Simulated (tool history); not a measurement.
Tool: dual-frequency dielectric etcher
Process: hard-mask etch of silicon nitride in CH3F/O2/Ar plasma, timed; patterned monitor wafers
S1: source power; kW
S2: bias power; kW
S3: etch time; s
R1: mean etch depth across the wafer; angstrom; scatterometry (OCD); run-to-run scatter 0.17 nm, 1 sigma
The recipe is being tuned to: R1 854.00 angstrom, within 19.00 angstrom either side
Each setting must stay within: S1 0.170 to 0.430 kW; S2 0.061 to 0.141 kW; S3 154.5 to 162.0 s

run,hour,S1,S2,S3,R1
1,0.0,0.300,0.101,154.5,1000.20
2,5.8,0.280,0.099,154.5,968.67
3,12.3,0.260,0.098,154.5,937.27
4,20.5,0.260,0.108,154.5,962.98
5,24.5,0.260,0.123,154.5,1005.00
6,26.3,0.260,0.123,162.0,1055.20
7,32.3,0.240,0.118,161.0,1001.90
8,41.0,0.230,0.115,160.5,975.61
9,45.9,0.220,0.113,160.0,946.02
10,49.0,0.210,0.112,160.0,924.68
11,52.6,0.200,0.111,160.0,905.96
12,61.4,0.190,0.110,160.0,886.59

Exactly one of the 4 candidate moves below puts every result within its allowed miss. Which one?
A,70.2,0.190,0.111,160.5,?
B,70.2,0.180,0.107,158.0,?
C,70.2,0.200,0.110,158.5,?
D,70.2,0.200,0.112,159.5,?

move,R1
A,887.60
B,844.62
C,892.87
D,903.53
A: about as far from the targets as the last run
B: every result lands within tolerance
C: its largest miss is bigger than the last run's
D: its largest miss is bigger than the last run's
B is the move that brings every result within its allowed miss.

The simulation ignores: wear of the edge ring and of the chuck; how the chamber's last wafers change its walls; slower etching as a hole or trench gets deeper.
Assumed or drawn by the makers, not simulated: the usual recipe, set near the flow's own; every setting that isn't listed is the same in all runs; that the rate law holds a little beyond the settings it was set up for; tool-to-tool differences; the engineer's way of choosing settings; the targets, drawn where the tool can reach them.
